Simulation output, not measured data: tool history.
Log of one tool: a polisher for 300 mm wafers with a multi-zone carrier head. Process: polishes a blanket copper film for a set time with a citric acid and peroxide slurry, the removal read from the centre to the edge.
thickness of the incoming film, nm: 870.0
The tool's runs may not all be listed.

run	hour	flow of slurry (ml/min)	pressure of the head's centre zone	pressure of the head's middle zone	pressure of the head's edge zone	abrasive content of the slurry	polishing time (s)	film removed at the wafer's centre (nm)	film removed at mid-radius (nm)	film removed at the wafer's edge (nm)
1	0	130	1	1	1	1	32	69.017	70.337	70.577
2	5.9	135	1	0.99	1.04	1.15	34	78.12	76.197	80.852
3	9.3	135	1	0.99	1.04	1.3	34	78.524	78.469	81.872
4	11.2	135	1.04	0.99	1.04	1.3	34	83.95	80.06	82.749
5	12.1	140	1.03	1	1.08	1.35	36	88.158	86.241	90.277
6	13	170	1.03	1	1.08	1.35	36	91.279	89.754	91.732
7	14.4	165	1.03	0.99	1.1	1.4	38	96.835	93.633	99.519
8	15.2	165	1.03	0.99	1.12	1.45	39	100.41	96.152	102.87
9	20.1	165	1.02	0.99	1.14	1.45	40	102.9	96.909	106.71
10	28.1	170	1.01	0.99	1.15	1.45	41	103.88	101.51	111.19
11	30.6	175	1.01	0.99	1.16	1.45	41	103.54	101.04	110.03
12	31.8	175	1.01	0.99	1.17	1.45	41	105.43	103.89	113.65
13	33.7	175	1.01	0.98	1.18	1.45	41	104.61	100.41	113.42
14	41.2	180	1.01	0.98	1.18	1.45	41	106.02	102.96	111.97

Run 15 comes next. What will it give?
15	47.8	175	1.01	0.98	1.18	1.45	41	?	?	?

film removed at the wafer's centre (nm): 104.83
film removed at mid-radius (nm): 101.99
film removed at the wafer's edge (nm): 111.66

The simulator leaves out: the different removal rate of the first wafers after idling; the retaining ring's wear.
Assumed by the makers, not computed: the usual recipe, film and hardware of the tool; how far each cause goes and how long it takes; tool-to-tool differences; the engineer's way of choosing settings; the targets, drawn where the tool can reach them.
